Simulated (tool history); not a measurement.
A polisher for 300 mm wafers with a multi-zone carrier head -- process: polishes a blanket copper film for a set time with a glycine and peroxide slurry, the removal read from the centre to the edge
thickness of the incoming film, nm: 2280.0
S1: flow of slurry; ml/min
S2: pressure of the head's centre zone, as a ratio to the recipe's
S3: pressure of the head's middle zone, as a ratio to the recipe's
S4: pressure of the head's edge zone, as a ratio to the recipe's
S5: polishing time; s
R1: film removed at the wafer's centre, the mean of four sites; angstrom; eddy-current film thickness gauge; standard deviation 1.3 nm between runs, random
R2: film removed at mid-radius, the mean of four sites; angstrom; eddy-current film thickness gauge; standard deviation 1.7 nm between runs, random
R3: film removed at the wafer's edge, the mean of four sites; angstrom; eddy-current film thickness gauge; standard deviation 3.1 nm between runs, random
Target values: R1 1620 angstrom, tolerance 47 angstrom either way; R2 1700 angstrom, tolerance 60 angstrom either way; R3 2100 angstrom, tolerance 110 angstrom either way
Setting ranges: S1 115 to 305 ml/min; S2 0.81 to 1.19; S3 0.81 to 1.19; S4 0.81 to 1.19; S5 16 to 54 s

{"run": 1, "hour": 0.0, "S1": 195, "S2": 1, "S3": 1, "S4": 1, "S5": 35, "R1": 2048.2, "R2": 2040.5, "R3": 1965.6}
{"run": 2, "hour": 1.9, "S1": 195, "S2": 1, "S3": 1, "S4": 1.08, "S5": 35, "R1": 2043, "R2": 2041.8, "R3": 2070.5}
{"run": 3, "hour": 3.2, "S1": 195, "S2": 1, "S3": 0.93, "S4": 1.08, "S5": 35, "R1": 2079.6, "R2": 1906.5, "R3": 2109.4}
{"run": 4, "hour": 11.5, "S1": 185, "S2": 0.97, "S3": 0.92, "S4": 1.09, "S5": 35, "R1": 1952.2, "R2": 1858.2, "R3": 2127.4}
{"run": 5, "hour": 15.4, "S1": 185, "S2": 1, "S3": 0.92, "S4": 1.09, "S5": 35, "R1": 2037.5, "R2": 1901.4, "R3": 2171.3}
{"run": 6, "hour": 20.6, "S1": 185, "S2": 1, "S3": 0.92, "S4": 1.09, "S5": 41, "R1": 2352.7, "R2": 2148.3, "R3": 2429}
{"run": 7, "hour": 24.1, "S1": 180, "S2": 0.97, "S3": 0.91, "S4": 1.08, "S5": 40, "R1": 2241.9, "R2": 2098.6, "R3": 2385.6}
{"run": 8, "hour": 25.2, "S1": 140, "S2": 0.87, "S3": 0.84, "S4": 1.13, "S5": 32, "R1": 1513.6, "R2": 1484.7, "R3": 1889.5}
{"run": 9, "hour": 26.9, "S1": 150, "S2": 0.87, "S3": 0.85, "S4": 1.14, "S5": 32, "R1": 1524.9, "R2": 1535.7, "R3": 1942.4}

Of the 4 settings listed for the next run, only one would bring every result within its allowed miss of target. Which one?
{"run": "A", "hour": 28.6, "S1": 170, "S2": 0.87, "S3": 0.81, "S4": 1.19, "S5": 33, "R1": "?", "R2": "?", "R3": "?"}
{"run": "B", "hour": 28.6, "S1": 155, "S2": 0.89, "S3": 0.82, "S4": 1.19, "S5": 30, "R1": "?", "R2": "?", "R3": "?"}
{"run": "C", "hour": 28.6, "S1": 135, "S2": 0.83, "S3": 0.85, "S4": 1.08, "S5": 36, "R1": "?", "R2": "?", "R3": "?"}
{"run": "D", "hour": 28.6, "S1": 145, "S2": 0.9, "S3": 0.86, "S4": 1.09, "S5": 33, "R1": "?", "R2": "?", "R3": "?"}

move=A R1=1627.8 R2=1600.7 R3=2070.9
move=B R1=1482.6 R2=1442.4 R3=1857
move=C R1=1599 R2=1727 R3=2071.2
move=D R1=1622.3 R2=1625.7 R3=1930.8
A: an improvement on the last run, though not all results are within tolerance
B: misses by more than the last run did
C: every result lands within tolerance
D: an improvement on the last run, though not all results are within tolerance
So the answer is move C, the one that meets all the targets.
